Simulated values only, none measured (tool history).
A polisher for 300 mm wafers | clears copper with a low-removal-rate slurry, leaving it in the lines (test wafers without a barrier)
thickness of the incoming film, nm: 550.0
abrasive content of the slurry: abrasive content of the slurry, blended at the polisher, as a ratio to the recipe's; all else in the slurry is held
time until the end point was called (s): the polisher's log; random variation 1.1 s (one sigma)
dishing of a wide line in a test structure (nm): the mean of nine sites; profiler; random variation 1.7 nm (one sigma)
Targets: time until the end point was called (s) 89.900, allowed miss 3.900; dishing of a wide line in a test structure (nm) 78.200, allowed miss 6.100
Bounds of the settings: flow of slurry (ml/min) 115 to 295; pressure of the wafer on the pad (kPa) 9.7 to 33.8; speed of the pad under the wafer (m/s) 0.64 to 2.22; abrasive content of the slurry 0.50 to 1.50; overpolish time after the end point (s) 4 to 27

run  hour  flow of slurry (ml/min)  pressure of the wafer on the pad (kPa)  speed of the pad under the wafer (m/s)  abrasive content of the slurry  overpolish time after the end point (s)  time until the end point was called (s)  dishing of a wide line in a test structure (nm)
  1   0.0                      190                                    21.4                                    1.42                            1.00                                       14                                  152.610                                           37.865
  2   5.7                      190                                    21.4                                    1.78                            1.00                                       14                                  124.170                                           46.163
  3  12.7                      190                                    24.8                                    1.78                            1.00                                       14                                  104.980                                           53.888
  4  15.2                      190                                    24.8                                    1.94                            1.00                                       14                                   97.547                                           55.627
  5  19.2                      190                                    25.5                                    1.94                            1.00                                       16                                   96.312                                           65.085
     26.4  -- slurry nozzle cleaned
  6  26.4                      190                                    25.5                                    1.94                            0.90                                       16                                   92.515                                           65.547
  7  32.5                      190                                    25.5                                    1.94                            0.90                                       17                                   91.823                                           68.371
  8  40.4                      190                                    25.5                                    1.94                            0.90                                       18                                   92.289                                           74.286

Which of these 5 next moves meets every target?
  A  48.3                      190                                    24.1                                    1.84                            1.00                                       20                                        ?                                                ?
  B  48.3                      200                                    26.2                                    1.86                            1.00                                       20                                        ?                                                ?
  C  48.3                      200                                    21.4                                    2.22                            0.80                                       22                                        ?                                                ?
  D  48.3                      175                                    31.7                                    2.04                            0.60                                       15                                        ?                                                ?
  E  48.3                      185                                    23.4                                    1.94                            0.95                                       22                                        ?                                                ?

move  time until the end point was called (s)  dishing of a wide line in a test structure (nm)
   A                                   98.206                                           72.236
   B                                   89.393                                           77.394
   C                                   97.367                                           75.979
   D                                   81.473                                           69.269
   E                                   97.632                                           76.737
A: brings the result that was furthest off to its target, and leaves another outside
B: meets every target
C: brings the result that was furthest off to its target, and leaves another outside
D: further off than the last run
E: brings the result that was furthest off to its target, and leaves another outside
Answer: B

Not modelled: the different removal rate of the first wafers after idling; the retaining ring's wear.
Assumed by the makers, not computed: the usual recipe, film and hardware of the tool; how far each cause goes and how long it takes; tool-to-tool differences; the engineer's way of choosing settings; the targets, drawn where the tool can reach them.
